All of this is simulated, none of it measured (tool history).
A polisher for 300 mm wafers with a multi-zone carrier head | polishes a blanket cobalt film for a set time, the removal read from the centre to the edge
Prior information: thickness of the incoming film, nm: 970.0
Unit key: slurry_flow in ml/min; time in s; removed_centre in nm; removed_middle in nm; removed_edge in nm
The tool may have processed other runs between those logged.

run	hour	slurry_flow	centre_zone	middle_zone	edge_zone	time	removed_centre	removed_middle	removed_edge
1	0.0	210	1.00	1.00	1.00	51	219.76	219.74	220.55
2	8.4	210	1.00	1.00	1.00	64	278.02	280.37	277.48
3	9.1	205	1.00	0.97	0.97	60	256.77	250.62	255.92
4	10.5	205	1.00	0.97	0.97	70	298.93	296.16	298.18
5	16.1	245	1.00	0.97	0.97	70	302.35	303.65	304.56
6	17.7	225	1.00	0.97	0.97	70	307.88	295.99	303.01
7	26.6	220	1.00	0.95	0.94	64	280.71	269.93	271.98
8	27.8	200	1.02	0.85	0.97	50	223.51	194.96	213.44
9	32.8	195	1.01	0.84	0.95	48	208.27	181.69	200.87
10	34.3	190	1.00	0.84	0.93	48	199.73	183.41	198.38
11	36.2	185	1.00	0.83	0.92	47	200.44	172.58	191.92
# hour 40.9: worn pad replaced by a new one
12	40.9	180	0.99	0.84	0.91	47	216.99	192.17	208.03

Run 13 comes next. What will it give?
13	42.9	200	0.99	0.84	0.92	47	?	?	?

{"run 13": {"removed_centre": 221.76, "removed_middle": 195.33, "removed_edge": 211.56}}

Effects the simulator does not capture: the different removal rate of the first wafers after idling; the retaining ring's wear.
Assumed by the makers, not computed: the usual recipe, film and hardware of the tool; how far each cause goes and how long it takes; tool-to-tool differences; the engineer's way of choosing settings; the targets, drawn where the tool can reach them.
